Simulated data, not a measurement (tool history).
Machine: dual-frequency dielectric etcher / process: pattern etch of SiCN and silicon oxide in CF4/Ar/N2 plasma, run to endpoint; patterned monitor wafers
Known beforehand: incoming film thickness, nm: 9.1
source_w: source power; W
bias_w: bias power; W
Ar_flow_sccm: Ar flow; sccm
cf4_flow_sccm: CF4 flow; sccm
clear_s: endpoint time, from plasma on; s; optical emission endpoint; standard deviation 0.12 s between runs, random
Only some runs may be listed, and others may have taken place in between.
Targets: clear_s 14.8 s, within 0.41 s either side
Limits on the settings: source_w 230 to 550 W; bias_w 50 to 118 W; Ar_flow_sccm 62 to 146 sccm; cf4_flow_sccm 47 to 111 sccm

| run | hour | source_w | bias_w | Ar_flow_sccm | cf4_flow_sccm | clear_s |
|---|---|---|---|---|---|---|
| 1 | 0 | 390 | 84 | 104 | 79 | 11.758 |
| 2 | 5.3 | 390 | 84 | 104 | 93 | 11.606 |
| 3 | 9.1 | 380 | 84 | 104 | 93 | 11.575 |
| 4 | 12.1 | 360 | 83 | 104 | 93 | 12.423 |
| 5 | 14.3 | 350 | 83 | 104 | 93 | 12.741 |
| 6 | 17.8 | 340 | 83 | 104 | 93 | 13.181 |
| 7 | 26.6 | 330 | 83 | 104 | 93 | 13.704 |
| 8 | 27.7 | 320 | 83 | 104 | 93 | 14.15 |

Which of these 4 next moves meets every target?
| A | 28.8 | 310 | 99 | 111 | 86 | ? |
| B | 28.8 | 340 | 68 | 99 | 77 | ? |
| C | 28.8 | 320 | 83 | 106 | 94 | ? |
| D | 28.8 | 330 | 83 | 101 | 80 | ? |

| move | clear_s |
|---|---|
| A | 13.839 |
| B | 14.872 |
| C | 14.231 |
| D | 13.96 |
A: further off than the last run
B: hits every target within its allowed miss
C: an improvement on the last run, though not all results are within tolerance
D: further off than the last run
B is the move that brings every result within its allowed miss.

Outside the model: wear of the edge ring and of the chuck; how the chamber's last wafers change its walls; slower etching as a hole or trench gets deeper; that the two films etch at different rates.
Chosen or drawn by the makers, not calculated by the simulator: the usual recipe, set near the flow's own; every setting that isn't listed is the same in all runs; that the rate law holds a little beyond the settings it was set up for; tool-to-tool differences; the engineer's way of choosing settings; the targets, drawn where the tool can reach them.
